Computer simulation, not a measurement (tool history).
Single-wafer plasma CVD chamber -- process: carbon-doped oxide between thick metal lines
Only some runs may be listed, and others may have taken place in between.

| run | hour | heater temperature setpoint (K) | chamber pressure (Pa) | RF power (W) | deposition time (s) | mean film thickness on the monitor wafer (Å) |
|---|---|---|---|---|---|---|
| 1 | 0.0 | 633.15 | 632 | 590 | 150 | 8808.9 |
| 2 | 6.9 | 632.15 | 656 | 595 | 150 | 8893.3 |
| 3 | 15.4 | 632.15 | 656 | 630 | 150 | 9227.4 |
| 4 | 21.5 | 632.15 | 703 | 630 | 150 | 9340.8 |
| 5 | 28.2 | 631.15 | 715 | 630 | 150 | 9373.4 |
| 6 | 36.8 | 636.15 | 715 | 630 | 150 | 9255.6 |
| 7 | 43.2 | 635.15 | 725 | 630 | 150 | 9279.4 |
| 8 | 43.8 | 634.15 | 735 | 630 | 150 | 9316.1 |
| 9 | 51.6 | 633.15 | 744 | 630 | 150 | 9431.5 |
| 10 | 57.8 | 633.15 | 744 | 630 | 150 | 9377.5 |
| 11 | 59.6 | 632.15 | 753 | 630 | 150 | 9404.9 |

Run 12 is up next; what results do you expect?
| 12 | 67.4 | 631.15 | 763 | 630 | 150 | ? |

mean film thickness on the monitor wafer (Å): 9493.6
